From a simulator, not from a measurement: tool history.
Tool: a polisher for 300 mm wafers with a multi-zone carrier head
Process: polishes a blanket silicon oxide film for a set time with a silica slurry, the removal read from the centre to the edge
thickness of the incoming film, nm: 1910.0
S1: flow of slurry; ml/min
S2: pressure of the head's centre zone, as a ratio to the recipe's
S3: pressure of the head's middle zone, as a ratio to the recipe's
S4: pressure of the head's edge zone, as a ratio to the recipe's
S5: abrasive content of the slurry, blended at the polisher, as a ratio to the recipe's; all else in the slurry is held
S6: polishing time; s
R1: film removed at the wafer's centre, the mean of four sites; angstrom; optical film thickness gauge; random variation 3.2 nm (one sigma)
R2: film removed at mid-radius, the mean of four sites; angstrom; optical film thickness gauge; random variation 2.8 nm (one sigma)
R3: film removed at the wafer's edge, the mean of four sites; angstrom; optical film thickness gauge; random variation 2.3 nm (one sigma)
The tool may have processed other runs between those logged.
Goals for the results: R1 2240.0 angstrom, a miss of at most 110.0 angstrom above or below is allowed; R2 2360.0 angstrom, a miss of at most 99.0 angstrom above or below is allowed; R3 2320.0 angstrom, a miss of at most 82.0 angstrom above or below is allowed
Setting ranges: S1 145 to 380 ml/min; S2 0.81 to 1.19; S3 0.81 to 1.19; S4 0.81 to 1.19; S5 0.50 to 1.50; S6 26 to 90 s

run,day,S1,S2,S3,S4,S5,S6,R1,R2,R3
1,0.000,245,1.00,1.00,1.00,1.00,58,2823.0,2967.0,2850.3
2,0.050,245,0.99,0.98,0.98,0.95,58,2771.9,2821.9,2743.9
3,0.229,240,0.96,0.97,0.96,0.90,58,2674.7,2729.5,2643.8
4,0.542,240,0.96,0.91,0.96,0.90,58,2628.5,2561.1,2643.3
5,0.662,240,0.96,0.91,0.89,0.90,58,2653.9,2596.4,2546.8
6,0.875,235,0.93,0.90,0.88,0.85,58,2433.8,2476.4,2443.3
7,1.008,230,0.92,0.90,0.87,0.85,58,2475.8,2445.2,2473.9
8,1.200,230,0.91,0.91,0.86,0.80,58,2408.7,2396.9,2362.0
9,1.558,230,0.90,0.91,0.86,0.80,58,2378.3,2362.1,2329.9
10,1.638,230,0.90,0.91,0.86,0.80,58,2384.2,2379.7,2367.8

Of the 4 settings listed for the next run, only one would bring every result within its allowed miss of target. Which one?
A,1.717,190,0.81,1.03,0.88,1.10,49,?,?,?
B,1.717,245,0.95,0.89,0.86,0.85,57,?,?,?
C,1.717,195,0.84,0.90,0.82,0.60,68,?,?,?
D,1.717,265,0.95,0.96,0.88,0.90,54,?,?,?

move,R1,R2,R3
A,2167.8,2566.0,2301.1
B,2590.6,2419.1,2414.5
C,2299.0,2371.1,2309.4
D,2545.1,2528.0,2386.7
A: corrects the largest miss of the last run, while another result sits out of spec
B: misses by more than the last run did
C: all results land within tolerance of their targets
D: misses by more than the last run did
Correct choice: C, which meets every target
